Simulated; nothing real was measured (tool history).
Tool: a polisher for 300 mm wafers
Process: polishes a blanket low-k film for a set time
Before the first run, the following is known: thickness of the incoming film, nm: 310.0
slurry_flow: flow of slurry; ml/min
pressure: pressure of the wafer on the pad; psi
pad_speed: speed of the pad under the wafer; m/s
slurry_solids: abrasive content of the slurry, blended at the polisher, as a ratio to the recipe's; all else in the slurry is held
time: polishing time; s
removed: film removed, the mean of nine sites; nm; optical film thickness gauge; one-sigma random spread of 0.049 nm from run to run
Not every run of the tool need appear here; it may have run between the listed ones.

run,hour,slurry_flow,pressure,pad_speed,slurry_solids,time,removed
1,0,315,1.8,0.78,1,28,8.0234
2,1.5,315,1.8,0.78,1,28,8.0167
3,6.2,315,1.7,0.78,1,28,7.6105
4,8,315,1.6,0.78,1,28,7.4163
5,10.6,315,1.8,0.78,1,28,7.9157
6,16.4,315,1.8,0.78,1,28,8.0694
7,21.4,315,1.7,0.78,1,28,7.6471
8,25.6,315,1.6,0.78,1,28,7.3151
9,26.3,315,1.5,0.78,1,28,6.9913
10,31.9,315,1.4,0.78,1,28,6.7927
11,39.3,315,1.3,0.78,1,28,6.5553

Run 12, settings as shown, results not yet in. Your forecast:
12,44.2,315,1.2,0.78,1,28,?

{"run 12": {"removed": 6.2214}}

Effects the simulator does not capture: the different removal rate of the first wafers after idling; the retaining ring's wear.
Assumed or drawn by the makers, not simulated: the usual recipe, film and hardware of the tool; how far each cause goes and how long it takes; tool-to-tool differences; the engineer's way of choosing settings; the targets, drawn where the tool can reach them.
